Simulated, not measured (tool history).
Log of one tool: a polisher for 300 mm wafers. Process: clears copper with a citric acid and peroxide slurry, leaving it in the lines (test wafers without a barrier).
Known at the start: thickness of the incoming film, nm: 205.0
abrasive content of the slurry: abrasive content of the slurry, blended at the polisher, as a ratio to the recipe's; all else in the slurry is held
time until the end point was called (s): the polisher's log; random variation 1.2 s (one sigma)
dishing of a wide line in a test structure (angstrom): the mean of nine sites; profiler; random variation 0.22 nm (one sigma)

run  hour  flow of slurry (ml/min)  pressure of the wafer on the pad (psi)  speed of the pad under the wafer (cm/s)  abrasive content of the slurry  overpolish time after the end point (s)  time until the end point was called (s)  dishing of a wide line in a test structure (angstrom)
  1   0.0                      175                                     3.3                                      102                             1.0                                       14                                   81.619                                                 206.76
  2   1.3                      175                                     3.2                                      102                             1.0                                       13                                   83.465                                                 188.43
  3   9.7                      175                                     3.2                                      102                             0.9                                       13                                   88.053                                                 187.72
  4  14.3                      175                                     3.1                                      102                             0.9                                       12                                   88.233                                                 167.07
  5  17.1                      175                                     3.0                                      102                             0.9                                       12                                   90.521                                                 166.28
  6  25.9                      175                                     3.0                                      122                             0.9                                       12                                   77.080                                                 189.23
  7  28.0                      175                                     2.8                                      122                             0.9                                       12                                   84.397                                                 183.18

Run 8 comes next. What will it give?
  8  33.8                      175                                     2.7                                      122                             0.9                                       12                                        ?                                                      ?

time until the end point was called (s): 86.429
dishing of a wide line in a test structure (angstrom): 176.64
